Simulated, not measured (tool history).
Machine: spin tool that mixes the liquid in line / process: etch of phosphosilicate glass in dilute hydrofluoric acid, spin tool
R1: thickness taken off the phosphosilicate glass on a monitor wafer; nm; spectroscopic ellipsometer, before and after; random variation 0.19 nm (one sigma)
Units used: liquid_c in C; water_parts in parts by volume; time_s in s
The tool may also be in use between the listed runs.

Run 1, day 0.000: liquid_c 25.0 C, water_parts 160 parts by volume, time_s 45 s. Result: R1 37.636 nm.
Run 2, day 0.279: liquid_c 27.5 C, water_parts 160 parts by volume, time_s 45 s. Result: R1 41.908 nm.
Run 3, day 0.612: liquid_c 26.0 C, water_parts 165 parts by volume, time_s 45 s. Result: R1 38.042 nm.
Run 4, day 0.688: liquid_c 23.0 C, water_parts 165 parts by volume, time_s 45 s. Result: R1 33.838 nm.
Run 5, day 0.783: liquid_c 21.0 C, water_parts 165 parts by volume, time_s 45 s. Result: R1 31.582 nm.
Run 6, day 0.971: liquid_c 21.0 C, water_parts 165 parts by volume, time_s 50 s. Result: R1 34.865 nm.
Run 7, day 1.229: liquid_c 21.0 C, water_parts 165 parts by volume, time_s 50 s. Result: R1 35.350 nm.
Run 8, day 1.492: liquid_c 20.5 C, water_parts 170 parts by volume, time_s 50 s. Result: R1 32.581 nm.
Run 9, day 1.654: liquid_c 20.0 C, water_parts 170 parts by volume, time_s 50 s. Result: R1 32.391 nm.
Run 10, day 1.771: liquid_c 19.5 C, water_parts 175 parts by volume, time_s 50 s. Result: R1 30.496 nm.

Run 11, settings as shown, results not yet in. Your forecast:
Run 11, day 2.083: liquid_c 19.0 C, water_parts 175 parts by volume, time_s 50 s. Result: R1 ?.

For run 11 the tool returned R1 29.511 nm.
